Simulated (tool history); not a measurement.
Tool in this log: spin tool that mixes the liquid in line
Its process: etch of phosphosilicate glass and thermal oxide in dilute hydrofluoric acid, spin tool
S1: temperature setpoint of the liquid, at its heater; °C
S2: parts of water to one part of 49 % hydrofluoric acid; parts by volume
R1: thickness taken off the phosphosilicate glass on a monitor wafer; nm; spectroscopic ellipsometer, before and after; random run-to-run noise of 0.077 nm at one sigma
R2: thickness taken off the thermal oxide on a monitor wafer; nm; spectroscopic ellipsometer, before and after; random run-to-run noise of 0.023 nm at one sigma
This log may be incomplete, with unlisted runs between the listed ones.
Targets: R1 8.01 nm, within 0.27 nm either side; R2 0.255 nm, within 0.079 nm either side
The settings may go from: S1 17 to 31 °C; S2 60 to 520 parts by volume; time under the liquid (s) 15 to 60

Run 1, hour 0: S1 23 °C, S2 290 parts by volume, time under the liquid (s) 30. Result: R1 12.21 nm, R2 0.4223 nm.
Run 2, hour 1.2: S1 23 °C, S2 290 parts by volume, time under the liquid (s) 40. Result: R1 16.362 nm, R2 0.49108 nm.
Run 3, hour 5.3: S1 23 °C, S2 340 parts by volume, time under the liquid (s) 40. Result: R1 13.071 nm, R2 0.41152 nm.
Run 4, hour 8.1: S1 23 °C, S2 280 parts by volume, time under the liquid (s) 40. Result: R1 17.173 nm, R2 0.47709 nm.
Run 5, hour 13.3: S1 22.5 °C, S2 295 parts by volume, time under the liquid (s) 40. Result: R1 15.912 nm, R2 0.47477 nm.
Run 6, hour 20.7: S1 22.5 °C, S2 400 parts by volume, time under the liquid (s) 40. Result: R1 10.704 nm, R2 0.30288 nm.
Run 7, hour 29.1: S1 22.5 °C, S2 405 parts by volume, time under the liquid (s) 40. Result: R1 10.407 nm, R2 0.33334 nm.
Run 8, hour 31.2: S1 22 °C, S2 410 parts by volume, time under the liquid (s) 40. Result: R1 10.088 nm, R2 0.3428 nm.
Run 9, hour 33.9: S1 22 °C, S2 415 parts by volume, time under the liquid (s) 40. Result: R1 9.9143 nm, R2 0.35658 nm.
Run 10, hour 35.7: S1 22.5 °C, S2 425 parts by volume, time under the liquid (s) 40. Result: R1 9.8285 nm, R2 0.31477 nm.
Run 11, hour 41.2: S1 22 °C, S2 430 parts by volume, time under the liquid (s) 40. Result: R1 9.293 nm, R2 0.32667 nm.
Run 12, hour 46.6: S1 22 °C, S2 435 parts by volume, time under the liquid (s) 40. Result: R1 9.3487 nm, R2 0.35456 nm.
Run 13, hour 49.7: S1 22.5 °C, S2 440 parts by volume, time under the liquid (s) 40. Result: R1 9.1513 nm, R2 0.27367 nm.
Run 14, hour 51.2: S1 22.5 °C, S2 445 parts by volume, time under the liquid (s) 40. Result: R1 9.221 nm, R2 0.28705 nm.
Run 15, hour 59.1: S1 22.5 °C, S2 450 parts by volume, time under the liquid (s) 40. Result: R1 9.1346 nm, R2 0.29312 nm.
Run 16, hour 67.8: S1 22.5 °C, S2 455 parts by volume, time under the liquid (s) 40. Result: R1 8.7745 nm, R2 0.25749 nm.
Run 17, hour 72.8: S1 22 °C, S2 465 parts by volume, time under the liquid (s) 40. Result: R1 8.5255 nm, R2 0.29166 nm.
Run 18, hour 74: S1 22 °C, S2 470 parts by volume, time under the liquid (s) 40. Result: R1 8.4814 nm, R2 0.2858 nm.

5 next moves are on the table. One of them brings every result within its allowed miss. Which?
Run A, hour 75.2: S1 24 °C, S2 520 parts by volume, time under the liquid (s) 45. Result: R1 ?, R2 ?.
Run B, hour 75.2: S1 23.5 °C, S2 305 parts by volume, time under the liquid (s) 25. Result: R1 ?, R2 ?.
Run C, hour 75.2: S1 23.5 °C, S2 495 parts by volume, time under the liquid (s) 45. Result: R1 ?, R2 ?.
Run D, hour 75.2: S1 20.5 °C, S2 465 parts by volume, time under the liquid (s) 40. Result: R1 ?, R2 ?.
Run E, hour 75.2: S1 27 °C, S2 520 parts by volume, time under the liquid (s) 40. Result: R1 ?, R2 ?.

move      R1       R2
   A  8.8325  0.26956
   B  9.9535  0.30377
   C  9.3249  0.28458
   D  8.2024  0.25033
   E  8.5975  0.26238
A: the biggest miss grows against the last run
B: the biggest miss grows against the last run
C: the biggest miss grows against the last run
D: in spec on every target
E: the biggest miss grows against the last run
So the answer is move D, the one that meets all the targets.
